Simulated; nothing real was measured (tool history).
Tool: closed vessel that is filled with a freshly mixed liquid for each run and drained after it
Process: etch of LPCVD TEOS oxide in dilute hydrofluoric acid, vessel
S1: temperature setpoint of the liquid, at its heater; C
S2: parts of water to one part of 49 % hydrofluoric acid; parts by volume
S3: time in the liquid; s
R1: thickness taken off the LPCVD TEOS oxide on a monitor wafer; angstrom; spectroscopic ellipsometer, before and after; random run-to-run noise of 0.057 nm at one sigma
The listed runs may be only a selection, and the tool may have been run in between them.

| run | hour | S1 | S2 | S3 | R1 |
|---|---|---|---|---|---|
| 1 | 0.0 | 24.0 | 210 | 125 | 90.431 |
| 2 | 6.1 | 22.0 | 215 | 125 | 83.095 |
| 3 | 9.2 | 22.0 | 215 | 125 | 82.758 |
| 4 | 14.5 | 22.0 | 215 | 130 | 85.775 |
| 5 | 16.6 | 19.5 | 215 | 130 | 78.512 |
| 6 | 25.3 | 19.0 | 220 | 130 | 73.271 |

Forecast run 7:
| 7 | 26.8 | 18.5 | 220 | 130 | ? |

{"run 7": {"R1": 73.548}}
